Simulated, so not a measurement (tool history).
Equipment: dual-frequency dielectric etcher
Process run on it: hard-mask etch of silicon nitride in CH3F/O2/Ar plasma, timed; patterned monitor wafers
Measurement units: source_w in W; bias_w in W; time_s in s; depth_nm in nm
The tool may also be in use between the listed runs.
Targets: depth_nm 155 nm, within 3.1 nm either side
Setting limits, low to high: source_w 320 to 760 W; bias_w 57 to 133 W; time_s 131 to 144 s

Run 1, hour 0: source_w 540 W, bias_w 95 W, time_s 144 s. Result: depth_nm 129.16 nm.
Run 2, hour 2.5: source_w 560 W, bias_w 97 W, time_s 144 s. Result: depth_nm 133.08 nm.
Run 3, hour 7.7: source_w 580 W, bias_w 98 W, time_s 144 s. Result: depth_nm 134.46 nm.
Run 4, hour 10.9: source_w 680 W, bias_w 98 W, time_s 144 s. Result: depth_nm 140.84 nm.
Run 5, hour 12.6: source_w 760 W, bias_w 98 W, time_s 144 s. Result: depth_nm 149.49 nm.
Run 6, hour 14.3: source_w 760 W, bias_w 98 W, time_s 144 s. Result: depth_nm 147.22 nm.
Run 7, hour 15.8: source_w 760 W, bias_w 100 W, time_s 144 s. Result: depth_nm 150.17 nm.
Run 8, hour 19.8: source_w 760 W, bias_w 100 W, time_s 144 s. Result: depth_nm 150.59 nm.

Exactly one of the 5 candidate moves below puts every result within its allowed miss. Which one?
Run A, hour 23.8: source_w 730 W, bias_w 99 W, time_s 144 s. Result: depth_nm ?.
Run B, hour 23.8: source_w 660 W, bias_w 119 W, time_s 140.5 s. Result: depth_nm ?.
Run C, hour 23.8: source_w 760 W, bias_w 101 W, time_s 134.5 s. Result: depth_nm ?.
Run D, hour 23.8: source_w 670 W, bias_w 112 W, time_s 140.5 s. Result: depth_nm ?.
Run E, hour 23.8: source_w 760 W, bias_w 108 W, time_s 144 s. Result: depth_nm ?.

move  depth_nm
   A    147.23
   B    150.35
   C    140.74
   D    147.14
   E    155.18
A: its largest miss is bigger than the last run's
B: its largest miss is bigger than the last run's
C: its largest miss is bigger than the last run's
D: its largest miss is bigger than the last run's
E: all results in spec
E is the move that brings every result within its allowed miss.
